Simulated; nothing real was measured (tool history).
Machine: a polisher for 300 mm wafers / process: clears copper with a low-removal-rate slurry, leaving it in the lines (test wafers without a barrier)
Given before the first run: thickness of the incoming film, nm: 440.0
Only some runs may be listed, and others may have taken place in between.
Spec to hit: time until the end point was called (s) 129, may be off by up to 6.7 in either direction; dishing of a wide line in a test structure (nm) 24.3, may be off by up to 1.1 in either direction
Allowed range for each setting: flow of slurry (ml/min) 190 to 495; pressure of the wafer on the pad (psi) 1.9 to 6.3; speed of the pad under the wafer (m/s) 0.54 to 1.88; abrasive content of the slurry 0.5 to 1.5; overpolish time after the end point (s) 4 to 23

run  hour  flow of slurry (ml/min)  pressure of the wafer on the pad (psi)  speed of the pad under the wafer (m/s)  abrasive content of the slurry  overpolish time after the end point (s)  time until the end point was called (s)  dishing of a wide line in a test structure (nm)
  1     0                      320                                     4.1                                     1.2                               1                                       12                                   75.989                                           46.886
  2     1                      320                                     3.6                                    1.18                               1                                       11                                   86.717                                           37.903
  3   1.8                      320                                     3.6                                    1.18                            0.85                                       11                                   93.334                                           37.152
  4   4.9                      320                                     3.6                                     0.9                            0.85                                       11                                   121.75                                           28.854
  5    12                      320                                     3.5                                     0.9                            0.85                                       11                                   123.62                                           28.224
  6  14.8                      320                                     3.4                                     0.9                            0.85                                       11                                   125.83                                           26.938
  7  16.5                      320                                     3.4                                     0.9                            0.85                                       11                                   126.73                                           27.647
  8  17.7                      320                                     3.3                                     0.9                            0.85                                       11                                   131.31                                           27.363
  9  23.6                      320                                     3.4                                     0.9                            0.85                                        9                                   126.31                                           22.325

Next run, 5 choices. One meets every target within its allowed miss, the rest don't. Which?
  A  29.5                      310                                     3.5                                    0.92                            0.85                                        8                                        ?                                                ?
  B  29.5                      335                                     4.2                                    0.76                            0.95                                        9                                        ?                                                ?
  C  29.5                      340                                     3.8                                    0.78                               1                                        8                                        ?                                                ?
  D  29.5                      300                                     3.2                                    0.92                             0.9                                       10                                        ?                                                ?
  E  29.5                      265                                     4.4                                    0.68                            0.95                                        8                                        ?                                                ?

move  time until the end point was called (s)  dishing of a wide line in a test structure (nm)
   A                                   121.18                                           20.834
   B                                   117.72                                           24.003
   C                                   124.74                                           20.313
   D                                   130.61                                           23.862
   E                                   128.05                                           19.876
A: misses by more than the last run did
B: brings the last run's worst result on target, with another outside its allowed miss
C: misses by more than the last run did
D: every result lands within tolerance
E: misses by more than the last run did
So the answer is move D, the one that meets all the targets.
